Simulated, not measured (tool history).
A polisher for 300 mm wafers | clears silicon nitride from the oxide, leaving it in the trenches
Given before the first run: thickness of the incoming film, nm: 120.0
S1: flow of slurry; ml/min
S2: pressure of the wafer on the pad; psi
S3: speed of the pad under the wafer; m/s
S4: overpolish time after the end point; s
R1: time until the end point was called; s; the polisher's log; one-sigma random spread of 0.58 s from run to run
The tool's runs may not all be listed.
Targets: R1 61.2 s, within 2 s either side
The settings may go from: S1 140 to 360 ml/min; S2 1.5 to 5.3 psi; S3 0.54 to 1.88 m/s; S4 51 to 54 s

run 1 hour=0 | S1=230 S2=3.4 S3=1.2 S4=51 | R1=93.637
run 2 hour=4.1 | S1=230 S2=2.9 S3=1.2 S4=51 | R1=108.69
run 3 hour=9.2 | S1=230 S2=3.3 S3=1.2 S4=51 | R1=96.239
run 4 hour=11.4 | S1=230 S2=3.6 S3=1.2 S4=51 | R1=86.519
run 5 hour=14.2 | S1=230 S2=3.8 S3=1.2 S4=51 | R1=82.797
run 6 hour=21.6 | S1=230 S2=4 S3=1.2 S4=51 | R1=79.481
run 7 hour=26.3 | S1=230 S2=4.2 S3=1.2 S4=51 | R1=76.393
run 8 hour=28.4 | S1=230 S2=4.4 S3=1.2 S4=51 | R1=73.006
run 9 hour=33.7 | S1=230 S2=4.6 S3=1.2 S4=51 | R1=70.207
run 10 hour=35 | S1=230 S2=4.7 S3=1.2 S4=51 | R1=68.414
run 11 hour=37.7 | S1=230 S2=4.8 S3=1.2 S4=51 | R1=67.257

Which one of the following 5 next-run settings gets every result inside its allowed miss? There is exactly one.
run A hour=40.4 | S1=210 S2=4.7 S3=1.24 S4=51 | R1=?
run B hour=40.4 | S1=155 S2=5 S3=1.44 S4=54 | R1=?
run C hour=40.4 | S1=155 S2=4.5 S3=1.2 S4=54 | R1=?
run D hour=40.4 | S1=155 S2=5.3 S3=1.28 S4=54 | R1=?
run E hour=40.4 | S1=210 S2=5.2 S3=1.34 S4=54 | R1=?

move=A R1=66.864
move=B R1=57.303
move=C R1=75.848
move=D R1=60.697
move=E R1=56.164
A: gains on the last run, yet a result remains outside its allowed miss
B: carries the result that was furthest off beyond its target, to the other side
C: lands further from the targets than the last run did
D: each result inside its tolerance
E: carries the result that was furthest off beyond its target, to the other side
Correct choice: D, which meets every target

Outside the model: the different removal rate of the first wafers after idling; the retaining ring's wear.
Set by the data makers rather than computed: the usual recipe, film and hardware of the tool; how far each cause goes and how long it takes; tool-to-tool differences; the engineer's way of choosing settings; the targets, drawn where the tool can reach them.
